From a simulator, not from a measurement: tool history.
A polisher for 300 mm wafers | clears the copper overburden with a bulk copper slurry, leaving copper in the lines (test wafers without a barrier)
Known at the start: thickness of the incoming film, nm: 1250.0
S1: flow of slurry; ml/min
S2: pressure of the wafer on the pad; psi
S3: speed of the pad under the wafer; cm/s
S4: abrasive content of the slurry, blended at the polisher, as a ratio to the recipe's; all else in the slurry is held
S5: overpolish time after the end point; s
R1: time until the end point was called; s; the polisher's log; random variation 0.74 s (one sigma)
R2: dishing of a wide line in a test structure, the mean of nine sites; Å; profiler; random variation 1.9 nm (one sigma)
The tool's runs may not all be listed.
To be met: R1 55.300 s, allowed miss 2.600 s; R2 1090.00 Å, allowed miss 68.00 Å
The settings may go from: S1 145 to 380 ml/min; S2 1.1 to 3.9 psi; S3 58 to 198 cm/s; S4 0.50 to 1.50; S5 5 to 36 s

run 1 day=0.000 | S1=245 S2=2.5 S3=128 S4=1.00 S5=18 | R1=103.580 R2=838.52
run 2 day=0.321 | S1=245 S2=1.9 S3=128 S4=1.00 S5=18 | R1=133.810 R2=756.40
run 3 day=0.458 | S1=245 S2=1.9 S3=128 S4=0.90 S5=18 | R1=138.370 R2=726.59
run 4 day=0.762 | S1=245 S2=2.4 S3=128 S4=0.90 S5=18 | R1=107.810 R2=825.38
run 5 day=0.938 | S1=245 S2=2.7 S3=130 S4=0.90 S5=18 | R1=94.204 R2=855.54
run 6 day=1.250 | S1=245 S2=3.1 S3=130 S4=0.90 S5=18 | R1=83.357 R2=938.27
run 7 day=1.296 | S1=245 S2=3.3 S3=134 S4=0.90 S5=18 | R1=76.762 R2=964.96
run 8 day=1.521 | S1=245 S2=3.4 S3=138 S4=0.90 S5=18 | R1=73.212 R2=977.68
run 9 day=1.638 | S1=245 S2=3.5 S3=142 S4=0.90 S5=18 | R1=67.568 R2=1013.00
run 10 day=1.921 | S1=245 S2=3.9 S3=148 S4=0.90 S5=17 | R1=59.731 R2=1041.30
run 11 day=2.288 | S1=245 S2=3.9 S3=150 S4=0.90 S5=17 | R1=58.304 R2=1058.90

5 next moves are on the table. One of them brings every result within its allowed miss. Which?
run A day=2.654 | S1=240 S2=3.9 S3=130 S4=1.20 S5=20 | R1=? R2=?
run B day=2.654 | S1=160 S2=3.9 S3=164 S4=0.85 S5=18 | R1=? R2=?
run C day=2.654 | S1=225 S2=3.8 S3=140 S4=0.90 S5=21 | R1=? R2=?
run D day=2.654 | S1=250 S2=3.7 S3=144 S4=0.95 S5=22 | R1=? R2=?
run E day=2.654 | S1=340 S2=3.7 S3=152 S4=0.80 S5=20 | R1=? R2=?

move=A R1=63.618 R2=1048.60
move=B R1=56.435 R2=1051.30
move=C R1=64.613 R2=1050.60
move=D R1=63.263 R2=1057.30
move=E R1=60.535 R2=1049.10
A: further off than the last run
B: meets every target
C: further off than the last run
D: further off than the last run
E: further off than the last run
Answer: B

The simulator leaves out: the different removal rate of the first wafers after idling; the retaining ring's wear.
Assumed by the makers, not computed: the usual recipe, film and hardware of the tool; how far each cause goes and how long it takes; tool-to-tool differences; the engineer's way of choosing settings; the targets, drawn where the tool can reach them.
